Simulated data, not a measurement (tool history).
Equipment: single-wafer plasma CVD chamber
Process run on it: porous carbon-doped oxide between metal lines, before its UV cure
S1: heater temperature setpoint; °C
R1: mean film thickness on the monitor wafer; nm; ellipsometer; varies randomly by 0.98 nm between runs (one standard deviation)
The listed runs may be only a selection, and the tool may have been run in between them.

{"run": 1, "hour": 0.0, "S1": 285, "RF power (kW)": 0.415, "deposition time (s)": 59, "R1": 280.93}
{"run": 2, "hour": 3.6, "S1": 290, "RF power (kW)": 0.415, "deposition time (s)": 59, "R1": 269.75}
{"run": 3, "hour": 12.5, "S1": 291, "RF power (kW)": 0.415, "deposition time (s)": 59, "R1": 268.1}
{"run": 4, "hour": 13.6, "S1": 297, "RF power (kW)": 0.415, "deposition time (s)": 59, "R1": 260}
{"run": 5, "hour": 14.7, "S1": 291, "RF power (kW)": 0.415, "deposition time (s)": 59, "R1": 266.77}
{"run": 6, "hour": 21.0, "S1": 291, "RF power (kW)": 0.415, "deposition time (s)": 60.9, "R1": 277.63}

Forecast run 7:
{"run": 7, "hour": 27.3, "S1": 301, "RF power (kW)": 0.41, "deposition time (s)": 60.9, "R1": "?"}

{"run 7": {"R1": 257.91}}
